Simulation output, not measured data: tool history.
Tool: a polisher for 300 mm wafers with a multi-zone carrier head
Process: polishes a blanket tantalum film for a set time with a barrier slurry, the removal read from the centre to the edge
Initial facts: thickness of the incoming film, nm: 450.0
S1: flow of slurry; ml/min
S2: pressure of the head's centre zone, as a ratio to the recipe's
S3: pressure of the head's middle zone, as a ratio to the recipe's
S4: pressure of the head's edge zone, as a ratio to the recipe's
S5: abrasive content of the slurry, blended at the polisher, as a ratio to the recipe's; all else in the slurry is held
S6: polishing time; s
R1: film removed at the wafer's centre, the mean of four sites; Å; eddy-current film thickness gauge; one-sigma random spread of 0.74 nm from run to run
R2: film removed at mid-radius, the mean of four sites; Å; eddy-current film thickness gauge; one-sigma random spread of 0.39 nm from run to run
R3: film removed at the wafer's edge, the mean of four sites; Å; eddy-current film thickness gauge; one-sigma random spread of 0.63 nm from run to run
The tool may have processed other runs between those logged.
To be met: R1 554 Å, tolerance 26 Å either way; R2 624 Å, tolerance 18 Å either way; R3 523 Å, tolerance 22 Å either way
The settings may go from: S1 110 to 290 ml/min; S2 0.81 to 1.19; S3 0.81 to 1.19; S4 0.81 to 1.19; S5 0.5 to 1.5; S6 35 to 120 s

{"run": 1, "day": 0.0, "S1": 185, "S2": 1, "S3": 1, "S4": 1, "S5": 1, "S6": 77, "R1": 857.85, "R2": 863.82, "R3": 874.55}
{"run": 2, "day": 0.2, "S1": 185, "S2": 1.04, "S3": 1, "S4": 1, "S5": 1, "S6": 77, "R1": 885.66, "R2": 858.57, "R3": 867.19}
{"run": 3, "day": 0.329, "S1": 185, "S2": 1.03, "S3": 1.04, "S4": 0.95, "S5": 0.85, "S6": 70, "R1": 773.48, "R2": 776.77, "R3": 713.79}
{"run": 4, "day": 0.45, "S1": 180, "S2": 0.99, "S3": 1.04, "S4": 0.92, "S5": 0.75, "S6": 67, "R1": 690.58, "R2": 712.83, "R3": 681.8}
{"run": 5, "day": 0.558, "S1": 180, "S2": 0.99, "S3": 1.04, "S4": 0.97, "S5": 0.75, "S6": 67, "R1": 687.29, "R2": 704.98, "R3": 674.49}
{"run": 6, "day": 0.629, "S1": 180, "S2": 0.99, "S3": 1.01, "S4": 0.97, "S5": 0.75, "S6": 67, "R1": 688, "R2": 691.2, "R3": 681.02}
{"run": 7, "day": 0.954, "S1": 180, "S2": 0.99, "S3": 1.01, "S4": 0.97, "S5": 0.75, "S6": 67, "R1": 687.37, "R2": 706.12, "R3": 685.89}
{"run": 8, "day": 1.108, "S1": 175, "S2": 0.98, "S3": 1.06, "S4": 0.96, "S5": 0.65, "S6": 64, "R1": 610.49, "R2": 669.08, "R3": 607.84}
{"run": 9, "day": 1.158, "S1": 165, "S2": 0.99, "S3": 1.07, "S4": 0.96, "S5": 0.6, "S6": 63, "R1": 598.44, "R2": 636.94, "R3": 571.45}
{"run": 10, "day": 1.429, "S1": 155, "S2": 0.99, "S3": 1.09, "S4": 0.96, "S5": 0.6, "S6": 63, "R1": 604.31, "R2": 643.82, "R3": 573.96}
{"run": 11, "day": 1.721, "S1": 155, "S2": 0.93, "S3": 1.09, "S4": 0.86, "S5": 0.5, "S6": 63, "R1": 526.05, "R2": 604.34, "R3": 518.63}

Of the 4 settings listed for the next run, only one would bring every result within its allowed miss of target. Which one?
{"run": "A", "day": 2.012, "S1": 120, "S2": 1.04, "S3": 1.05, "S4": 0.83, "S5": 0.5, "S6": 63, "R1": "?", "R2": "?", "R3": "?"}
{"run": "B", "day": 2.012, "S1": 110, "S2": 0.96, "S3": 1.1, "S4": 0.81, "S5": 0.55, "S6": 65, "R1": "?", "R2": "?", "R3": "?"}
{"run": "C", "day": 2.012, "S1": 110, "S2": 1.09, "S3": 1.12, "S4": 0.81, "S5": 0.55, "S6": 64, "R1": "?", "R2": "?", "R3": "?"}
{"run": "D", "day": 2.012, "S1": 190, "S2": 0.88, "S3": 1.05, "S4": 0.87, "S5": 0.55, "S6": 59, "R1": "?", "R2": "?", "R3": "?"}

move=A R1=567.92 R2=573.58 R3=506.22
move=B R1=549.2 R2=626.77 R3=527.43
move=C R1=614.65 R2=626.31 R3=519.18
move=D R1=496.76 R2=589.64 R3=521.99
A: lands further from the targets than the last run did
B: every result lands within tolerance
C: brings the result that was furthest off to its target, and leaves another outside
D: lands further from the targets than the last run did
So the answer is move B, the one that meets all the targets.

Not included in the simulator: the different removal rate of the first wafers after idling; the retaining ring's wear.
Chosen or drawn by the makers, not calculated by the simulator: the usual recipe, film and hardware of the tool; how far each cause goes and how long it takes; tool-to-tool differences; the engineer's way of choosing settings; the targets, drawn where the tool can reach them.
